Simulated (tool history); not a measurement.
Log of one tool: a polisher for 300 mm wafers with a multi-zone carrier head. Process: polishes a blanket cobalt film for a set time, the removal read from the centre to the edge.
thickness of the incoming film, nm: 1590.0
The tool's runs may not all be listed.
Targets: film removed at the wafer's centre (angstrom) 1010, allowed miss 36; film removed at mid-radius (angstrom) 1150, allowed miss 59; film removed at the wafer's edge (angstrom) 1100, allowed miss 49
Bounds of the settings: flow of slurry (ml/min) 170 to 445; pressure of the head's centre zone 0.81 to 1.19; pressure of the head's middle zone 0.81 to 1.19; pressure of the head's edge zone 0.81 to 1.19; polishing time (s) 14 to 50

| run | hour | flow of slurry (ml/min) | pressure of the head's centre zone | pressure of the head's middle zone | pressure of the head's edge zone | polishing time (s) | film removed at the wafer's centre (angstrom) | film removed at mid-radius (angstrom) | film removed at the wafer's edge (angstrom) |
|---|---|---|---|---|---|---|---|---|---|
| 1 | 0 | 285 | 1 | 1 | 1 | 32 | 1326.1 | 1327.7 | 1306.7 |
| 2 | 6.2 | 285 | 1 | 1 | 1.06 | 32 | 1319.5 | 1333.9 | 1388.3 |
| 3 | 14.8 | 250 | 1 | 1 | 1.06 | 32 | 1305.8 | 1317.6 | 1346.9 |
| 4 | 18.7 | 245 | 0.97 | 0.99 | 1.04 | 31 | 1244.2 | 1245.7 | 1279 |
| 5 | 19.3 | 210 | 0.97 | 0.99 | 1.04 | 31 | 1167.9 | 1255.3 | 1291.2 |
|  | 25.7 | slurry nozzle cleaned |
| 6 | 25.7 | 210 | 0.95 | 0.99 | 1.01 | 31 | 1237.4 | 1251.2 | 1283.7 |
| 7 | 30.5 | 205 | 0.95 | 1.01 | 1.02 | 30 | 1153.1 | 1270.6 | 1268.2 |
| 8 | 37.9 | 205 | 0.94 | 1.01 | 1.01 | 29 | 1110.7 | 1204.9 | 1183.1 |
| 9 | 45.5 | 205 | 0.93 | 1.01 | 1.01 | 29 | 1120.9 | 1206.1 | 1207.8 |
| 10 | 48 | 200 | 0.93 | 1.02 | 1.01 | 28 | 1066.5 | 1189.3 | 1156.3 |

Which of these 5 next moves meets every target?
| A | 50.5 | 170 | 0.91 | 0.85 | 1.18 | 28 | ? | ? | ? |
| B | 50.5 | 170 | 0.9 | 0.96 | 1.07 | 28 | ? | ? | ? |
| C | 50.5 | 195 | 0.85 | 0.93 | 0.86 | 29 | ? | ? | ? |
| D | 50.5 | 220 | 0.81 | 0.85 | 0.98 | 30 | ? | ? | ? |
| E | 50.5 | 175 | 0.96 | 0.87 | 1.08 | 26 | ? | ? | ? |

| move | film removed at the wafer's centre (angstrom) | film removed at mid-radius (angstrom) | film removed at the wafer's edge (angstrom) |
|---|---|---|---|
| A | 1037.5 | 1069.4 | 1234.9 |
| B | 1026.5 | 1127.6 | 1173.8 |
| C | 1018 | 1167.1 | 1106.9 |
| D | 1015 | 1174.2 | 1227.1 |
| E | 1020 | 1005.5 | 1098 |
A: brings the result that was furthest off to its target, and leaves another outside
B: brings the result that was furthest off to its target, and leaves another outside
C: meets every target
D: brings the result that was furthest off to its target, and leaves another outside
E: brings the result that was furthest off to its target, and leaves another outside
The right move is C.

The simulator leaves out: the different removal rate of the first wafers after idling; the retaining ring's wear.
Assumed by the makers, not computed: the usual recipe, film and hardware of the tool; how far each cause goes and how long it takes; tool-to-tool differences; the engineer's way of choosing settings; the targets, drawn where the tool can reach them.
